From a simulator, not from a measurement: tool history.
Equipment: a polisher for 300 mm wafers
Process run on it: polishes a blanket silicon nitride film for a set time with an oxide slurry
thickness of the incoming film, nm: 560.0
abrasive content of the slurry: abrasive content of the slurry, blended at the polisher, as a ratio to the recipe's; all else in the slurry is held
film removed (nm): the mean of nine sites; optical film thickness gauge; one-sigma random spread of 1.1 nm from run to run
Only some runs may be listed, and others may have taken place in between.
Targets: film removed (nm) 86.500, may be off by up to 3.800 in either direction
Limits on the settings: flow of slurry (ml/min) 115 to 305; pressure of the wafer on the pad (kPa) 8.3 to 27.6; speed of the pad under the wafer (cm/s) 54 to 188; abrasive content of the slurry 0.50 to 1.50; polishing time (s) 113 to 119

run	hour	flow of slurry (ml/min)	pressure of the wafer on the pad (kPa)	speed of the pad under the wafer (cm/s)	abrasive content of the slurry	polishing time (s)	film removed (nm)
1	0.0	195	17.9	120	1.00	113	70.930
2	4.8	195	18.6	120	1.00	113	72.679
3	13.7	195	18.6	120	1.10	113	78.781
4	21.0	195	22.8	120	1.10	113	94.659
5	28.1	170	22.8	120	1.10	113	91.362
6	35.6	170	22.8	120	1.10	119	96.561
7	36.4	165	22.1	120	1.10	119	91.293
8	38.4	160	22.1	120	1.10	119	93.320

5 next moves are on the table. One of them brings every result within its allowed miss. Which?
A	40.4	170	18.6	126	1.20	117	?
B	40.4	115	19.3	130	1.15	114	?
C	40.4	155	24.1	114	1.20	113	?
D	40.4	135	22.1	102	1.10	118	?
E	40.4	175	22.1	116	0.95	113	?

move	film removed (nm)
A	84.499
B	78.039
C	94.845
D	78.364
E	79.168
A: hits every target within its allowed miss
B: the result that was furthest off in the last run now lies on the other side of its target
C: lands further from the targets than the last run did
D: the result that was furthest off in the last run now lies on the other side of its target
E: the result that was furthest off in the last run now lies on the other side of its target
A is the move that brings every result within its allowed miss.
